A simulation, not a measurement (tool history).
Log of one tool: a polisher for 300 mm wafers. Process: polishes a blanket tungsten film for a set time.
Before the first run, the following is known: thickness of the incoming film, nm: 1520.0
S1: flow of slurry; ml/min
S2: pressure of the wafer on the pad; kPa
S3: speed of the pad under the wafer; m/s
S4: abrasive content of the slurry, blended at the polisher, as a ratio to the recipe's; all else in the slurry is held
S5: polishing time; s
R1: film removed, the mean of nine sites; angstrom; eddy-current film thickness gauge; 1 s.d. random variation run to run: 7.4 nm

Run 1, hour 0: S1 315 ml/min, S2 21.4 kPa, S3 1.08 m/s, S4 1, S5 61 s. Result: R1 2652.4 angstrom.
Run 2, hour 6.8: S1 245 ml/min, S2 21.4 kPa, S3 1.08 m/s, S4 1, S5 61 s. Result: R1 2560.7 angstrom.
Run 3, hour 15.7: S1 245 ml/min, S2 21.4 kPa, S3 1.08 m/s, S4 1, S5 61 s. Result: R1 2492.3 angstrom.
Run 4, hour 16.9: S1 255 ml/min, S2 24.1 kPa, S3 1.1 m/s, S4 1, S5 61 s. Result: R1 2866.4 angstrom.
Run 5, hour 22.2: S1 255 ml/min, S2 20 kPa, S3 1.1 m/s, S4 1, S5 61 s. Result: R1 2462.9 angstrom.
Run 6, hour 23.7: S1 255 ml/min, S2 20 kPa, S3 1.1 m/s, S4 1.15, S5 61 s. Result: R1 2577.9 angstrom.

Expected results for the next run?
Run 7, hour 27.9: S1 260 ml/min, S2 22.8 kPa, S3 1.12 m/s, S4 1.15, S5 61 s. Result: R1 ?.

Run 7 came out at R1 2968.5 angstrom.
